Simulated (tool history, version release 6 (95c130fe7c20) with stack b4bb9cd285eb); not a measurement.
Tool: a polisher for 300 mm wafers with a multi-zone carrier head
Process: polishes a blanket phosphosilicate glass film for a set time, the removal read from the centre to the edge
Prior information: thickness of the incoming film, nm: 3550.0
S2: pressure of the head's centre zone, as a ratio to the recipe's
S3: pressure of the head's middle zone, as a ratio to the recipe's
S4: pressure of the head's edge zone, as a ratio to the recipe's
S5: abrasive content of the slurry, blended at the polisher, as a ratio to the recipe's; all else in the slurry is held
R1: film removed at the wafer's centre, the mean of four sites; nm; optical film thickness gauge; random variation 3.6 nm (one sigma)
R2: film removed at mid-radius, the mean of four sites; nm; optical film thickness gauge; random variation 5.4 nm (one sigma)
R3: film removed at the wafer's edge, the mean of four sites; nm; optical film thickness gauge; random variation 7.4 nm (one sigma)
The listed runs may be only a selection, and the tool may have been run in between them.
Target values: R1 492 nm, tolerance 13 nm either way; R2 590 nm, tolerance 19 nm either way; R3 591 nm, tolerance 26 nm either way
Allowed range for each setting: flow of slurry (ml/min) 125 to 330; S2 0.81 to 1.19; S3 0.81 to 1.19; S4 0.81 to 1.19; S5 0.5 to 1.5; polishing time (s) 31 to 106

Run 1, hour 0: flow of slurry (ml/min) 210, S2 1, S3 1, S4 1, S5 1, polishing time (s) 68. Result: R1 506.05 nm, R2 592.73 nm, R3 604.87 nm.
Run 2, hour 0.9: flow of slurry (ml/min) 210, S2 1, S3 1, S4 1, S5 1, polishing time (s) 75. Result: R1 556.37 nm, R2 664.35 nm, R3 668.49 nm.
Run 3, hour 7.6: flow of slurry (ml/min) 205, S2 0.99, S3 0.99, S4 0.98, S5 1, polishing time (s) 75. Result: R1 546.71 nm, R2 640.66 nm, R3 649.24 nm.
Run 4, hour 13.3: flow of slurry (ml/min) 195, S2 0.98, S3 0.99, S4 0.97, S5 1, polishing time (s) 75. Result: R1 539.25 nm, R2 645.17 nm, R3 657.58 nm.
Run 5, hour 18: flow of slurry (ml/min) 195, S2 0.97, S3 0.99, S4 0.95, S5 1, polishing time (s) 75. Result: R1 532.58 nm, R2 650.57 nm, R3 638.72 nm.
Run 6, hour 25: flow of slurry (ml/min) 190, S2 0.96, S3 0.98, S4 0.94, S5 1, polishing time (s) 75. Result: R1 523.71 nm, R2 640.36 nm, R3 632.75 nm.
Run 7, hour 30.8: flow of slurry (ml/min) 185, S2 0.96, S3 0.97, S4 0.93, S5 1, polishing time (s) 75. Result: R1 520.14 nm, R2 643.84 nm, R3 637.06 nm.
Run 8, hour 32.2: flow of slurry (ml/min) 185, S2 0.96, S3 0.96, S4 0.92, S5 1, polishing time (s) 75. Result: R1 526.39 nm, R2 624.62 nm, R3 635.97 nm.
At hour 36.4: centre zone pressure recalibrated.
Run 9, hour 36.4: flow of slurry (ml/min) 180, S2 0.96, S3 0.96, S4 0.91, S5 1, polishing time (s) 75. Result: R1 580.52 nm, R2 631.95 nm, R3 632.65 nm.
Run 10, hour 40.6: flow of slurry (ml/min) 185, S2 0.95, S3 0.96, S4 0.91, S5 1, polishing time (s) 75. Result: R1 576.22 nm, R2 624.27 nm, R3 640.22 nm.

Which of these 4 next moves meets every target?
Run A, hour 44.8: flow of slurry (ml/min) 175, S2 0.89, S3 0.97, S4 1.06, S5 0.9, polishing time (s) 71. Result: R1 ?, R2 ?, R3 ?.
Run B, hour 44.8: flow of slurry (ml/min) 240, S2 0.98, S3 0.93, S4 0.89, S5 0.95, polishing time (s) 66. Result: R1 ?, R2 ?, R3 ?.
Run C, hour 44.8: flow of slurry (ml/min) 150, S2 0.99, S3 0.9, S4 1.16, S5 0.85, polishing time (s) 79. Result: R1 ?, R2 ?, R3 ?.
Run D, hour 44.8: flow of slurry (ml/min) 125, S2 0.96, S3 1.06, S4 1.06, S5 1.2, polishing time (s) 64. Result: R1 ?, R2 ?, R3 ?.

move      R1      R2      R3
   A  472.22   552.5  587.81
   B  528.57  538.57     547
   C  543.38  538.55  640.68
   D  493.17  581.85  586.79
A: moves the result that the last run missed by most past its target, out the other side
B: closer than the last run, but not yet in spec
C: closer than the last run, but not yet in spec
D: every result within its allowed miss
The move that meets every target is D.
